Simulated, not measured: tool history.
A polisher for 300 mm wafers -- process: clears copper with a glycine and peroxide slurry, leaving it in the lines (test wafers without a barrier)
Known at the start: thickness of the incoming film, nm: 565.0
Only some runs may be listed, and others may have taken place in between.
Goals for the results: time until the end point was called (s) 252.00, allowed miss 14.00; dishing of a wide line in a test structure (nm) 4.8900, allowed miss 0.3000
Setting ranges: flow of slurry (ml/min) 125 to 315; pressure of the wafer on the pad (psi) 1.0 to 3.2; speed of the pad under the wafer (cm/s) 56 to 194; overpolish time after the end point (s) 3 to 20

run	hour	flow of slurry (ml/min)	pressure of the wafer on the pad (psi)	speed of the pad under the wafer (cm/s)	overpolish time after the end point (s)	time until the end point was called (s)	dishing of a wide line in a test structure (nm)
1	0.0	205	2.1	124	10	127.72	18.9940
2	2.0	205	2.1	100	10	147.25	18.1340
3	10.6	205	2.1	126	10	125.56	19.3220
4	14.8	205	2.1	126	7	124.77	15.5310
5	17.6	160	2.1	126	7	127.25	15.6590
6	22.7	150	1.8	110	6	153.66	12.4830
7	23.8	145	1.6	96	5	186.83	9.5912
8	29.9	125	1.0	66	3	298.97	3.9705
9	31.4	125	1.0	70	3	296.50	4.1438
10	35.1	125	1.0	74	3	292.07	4.3906
11	42.1	125	1.1	70	3	281.99	4.1940
12	47.3	130	1.2	70	3	283.63	4.4692
13	49.7	130	1.2	72	3	271.39	4.5647

Which single option among these 5 for the next run brings every result within its allowed miss of target? Just one does.
A	52.1	160	1.1	62	3	?	?
B	52.1	125	1.2	84	3	?	?
C	52.1	125	1.1	64	3	?	?
D	52.1	170	1.3	58	3	?	?
E	52.1	130	1.3	60	3	?	?

move	time until the end point was called (s)	dishing of a wide line in a test structure (nm)
A	298.09	4.1895
B	246.64	4.9461
C	302.00	4.1359
D	285.02	4.3643
E	288.85	4.3071
A: further off than the last run
B: hits every target within its allowed miss
C: further off than the last run
D: further off than the last run
E: further off than the last run
Correct choice: B, which meets every target

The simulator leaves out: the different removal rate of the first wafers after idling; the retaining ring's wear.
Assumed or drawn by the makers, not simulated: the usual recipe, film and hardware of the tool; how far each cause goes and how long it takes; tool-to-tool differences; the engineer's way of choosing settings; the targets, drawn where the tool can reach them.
